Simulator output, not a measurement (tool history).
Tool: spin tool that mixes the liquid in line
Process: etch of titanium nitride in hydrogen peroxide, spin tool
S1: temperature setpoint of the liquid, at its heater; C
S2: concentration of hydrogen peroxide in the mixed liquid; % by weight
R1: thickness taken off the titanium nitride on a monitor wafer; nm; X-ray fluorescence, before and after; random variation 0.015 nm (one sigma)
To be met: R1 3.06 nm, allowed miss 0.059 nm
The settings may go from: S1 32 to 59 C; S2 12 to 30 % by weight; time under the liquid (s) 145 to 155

Run 1, hour 0: S1 43 C, S2 22.5 % by weight, time under the liquid (s) 145. Result: R1 6.8139 nm.
Run 2, hour 5.4: S1 41.5 C, S2 22.5 % by weight, time under the liquid (s) 145. Result: R1 6.0572 nm.
Run 3, hour 13.5: S1 41.5 C, S2 22.5 % by weight, time under the liquid (s) 145. Result: R1 6.0436 nm.
Run 4, hour 21.4: S1 41.5 C, S2 22.5 % by weight, time under the liquid (s) 145. Result: R1 6.0473 nm.
Run 5, hour 22.1: S1 40.5 C, S2 22.5 % by weight, time under the liquid (s) 145. Result: R1 5.5996 nm.
Run 6, hour 23.6: S1 39.5 C, S2 22.5 % by weight, time under the liquid (s) 145. Result: R1 5.1899 nm.
Run 7, hour 25: S1 38.5 C, S2 22.5 % by weight, time under the liquid (s) 145. Result: R1 4.8148 nm.
Run 8, hour 26.4: S1 38.5 C, S2 22.5 % by weight, time under the liquid (s) 145. Result: R1 4.7671 nm.
Run 9, hour 34.4: S1 38 C, S2 22.5 % by weight, time under the liquid (s) 145. Result: R1 4.5916 nm.
Run 10, hour 39.8: S1 37.5 C, S2 22.5 % by weight, time under the liquid (s) 145. Result: R1 4.4732 nm.
Run 11, hour 40.8: S1 37 C, S2 22.5 % by weight, time under the liquid (s) 145. Result: R1 4.2535 nm.
Run 12, hour 42.8: S1 36.5 C, S2 22.5 % by weight, time under the liquid (s) 145. Result: R1 4.1633 nm.
Run 13, hour 45.5: S1 32 C, S2 22.5 % by weight, time under the liquid (s) 145. Result: R1 2.8761 nm.
Run 14, hour 51.1: S1 32.5 C, S2 22.5 % by weight, time under the liquid (s) 145. Result: R1 2.9938 nm.

5 next moves are on the table. One of them brings every result within its allowed miss. Which?
Run A, hour 56.7: S1 32.5 C, S2 25.5 % by weight, time under the liquid (s) 145. Result: R1 ?.
Run B, hour 56.7: S1 32.5 C, S2 19.5 % by weight, time under the liquid (s) 145. Result: R1 ?.
Run C, hour 56.7: S1 32 C, S2 24.5 % by weight, time under the liquid (s) 145. Result: R1 ?.
Run D, hour 56.7: S1 32 C, S2 21 % by weight, time under the liquid (s) 150. Result: R1 ?.
Run E, hour 56.7: S1 32 C, S2 23 % by weight, time under the liquid (s) 145. Result: R1 ?.

move      R1
   A  3.0792
   B  2.9058
   C  2.9315
   D  2.9331
   E  2.8916
A: meets every target
B: further off than the last run
C: further off than the last run
D: further off than the last run
E: further off than the last run
The right move is A.
